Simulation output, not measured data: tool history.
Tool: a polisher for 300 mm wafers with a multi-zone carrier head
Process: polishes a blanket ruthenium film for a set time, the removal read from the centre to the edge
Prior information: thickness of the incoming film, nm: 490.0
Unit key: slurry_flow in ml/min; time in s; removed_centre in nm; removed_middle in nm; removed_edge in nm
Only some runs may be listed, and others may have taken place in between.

run,day,slurry_flow,centre_zone,middle_zone,edge_zone,time,removed_centre,removed_middle,removed_edge
1,0,220,1,1,1,47,32.558,32.675,32.628
2,0.117,215,1,0.98,1,44,29.744,29.79,30.633
3,0.288,215,1,0.98,0.94,44,30.73,29.391,29.867
4,0.496,210,1,0.96,0.93,42,28.69,27.142,27.901
5,0.792,245,1,0.96,0.93,42,29.888,28.243,28.752
6,1.121,245,0.94,0.96,0.93,42,27.937,28.606,28.746
7,1.333,235,0.95,0.94,0.93,40,26.78,27.168,27.365

Forecast run 8:
8,1.454,225,0.97,0.92,0.95,38,?,?,?

removed_centre: 25.272 nm
removed_middle: 24.867 nm
removed_edge: 25.867 nm
